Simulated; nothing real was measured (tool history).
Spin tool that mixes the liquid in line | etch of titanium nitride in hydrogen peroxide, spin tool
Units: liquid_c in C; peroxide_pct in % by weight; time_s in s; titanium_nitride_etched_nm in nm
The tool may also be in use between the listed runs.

Run 1, hour 0.0: liquid_c 53.0 C, peroxide_pct 19 % by weight, time_s 65 s. Result: titanium_nitride_etched_nm 3.7065 nm.
Run 2, hour 1.1: liquid_c 47.0 C, peroxide_pct 19 % by weight, time_s 65 s. Result: titanium_nitride_etched_nm 2.3875 nm.
Run 3, hour 4.9: liquid_c 49.5 C, peroxide_pct 19 % by weight, time_s 65 s. Result: titanium_nitride_etched_nm 2.8933 nm.
Run 4, hour 7.9: liquid_c 49.5 C, peroxide_pct 21 % by weight, time_s 65 s. Result: titanium_nitride_etched_nm 2.9537 nm.
Run 5, hour 8.6: liquid_c 49.5 C, peroxide_pct 21 % by weight, time_s 50 s. Result: titanium_nitride_etched_nm 2.2367 nm.
Run 6, hour 13.0: liquid_c 49.0 C, peroxide_pct 21 % by weight, time_s 50 s. Result: titanium_nitride_etched_nm 2.1544 nm.
Run 7, hour 15.8: liquid_c 48.5 C, peroxide_pct 21 % by weight, time_s 50 s. Result: titanium_nitride_etched_nm 2.0916 nm.
Run 8, hour 23.3: liquid_c 48.0 C, peroxide_pct 21 % by weight, time_s 50 s. Result: titanium_nitride_etched_nm 2.0061 nm.
Run 9, hour 24.9: liquid_c 47.5 C, peroxide_pct 21 % by weight, time_s 50 s. Result: titanium_nitride_etched_nm 1.9585 nm.

The next listed run, before its measurement:
Run 10, hour 33.0: liquid_c 46.0 C, peroxide_pct 21 % by weight, time_s 50 s. Result: titanium_nitride_etched_nm ?.

{"run 10": {"titanium_nitride_etched_nm": 1.7369}}

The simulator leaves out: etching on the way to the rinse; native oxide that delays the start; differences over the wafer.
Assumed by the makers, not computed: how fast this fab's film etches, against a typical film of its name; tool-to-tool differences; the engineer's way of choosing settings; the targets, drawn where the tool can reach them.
